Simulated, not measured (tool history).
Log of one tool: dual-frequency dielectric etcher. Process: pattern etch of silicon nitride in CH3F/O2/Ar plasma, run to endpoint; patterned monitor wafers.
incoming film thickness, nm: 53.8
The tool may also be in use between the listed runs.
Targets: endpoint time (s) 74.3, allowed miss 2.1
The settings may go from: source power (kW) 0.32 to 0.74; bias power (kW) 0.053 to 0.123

run,hour,source power (kW),bias power (kW),endpoint time (s)
1,0,0.53,0.088,61.502
2,8.9,0.58,0.088,59.219
3,11.5,0.52,0.083,62.497
4,12.4,0.47,0.077,65.987
5,19.7,0.47,0.085,64.645
6,21.1,0.43,0.081,67.464
7,22.1,0.4,0.079,68.42
8,27.8,0.38,0.076,70.877

Which of these 4 next moves meets every target?
A,33.5,0.4,0.085,?
B,33.5,0.37,0.088,?
C,33.5,0.38,0.092,?
D,33.5,0.4,0.064,?

move,endpoint time (s)
A,68.051
B,69.012
C,67.4
D,74.477
A: further off than the last run
B: further off than the last run
C: further off than the last run
D: meets every target
Answer: D

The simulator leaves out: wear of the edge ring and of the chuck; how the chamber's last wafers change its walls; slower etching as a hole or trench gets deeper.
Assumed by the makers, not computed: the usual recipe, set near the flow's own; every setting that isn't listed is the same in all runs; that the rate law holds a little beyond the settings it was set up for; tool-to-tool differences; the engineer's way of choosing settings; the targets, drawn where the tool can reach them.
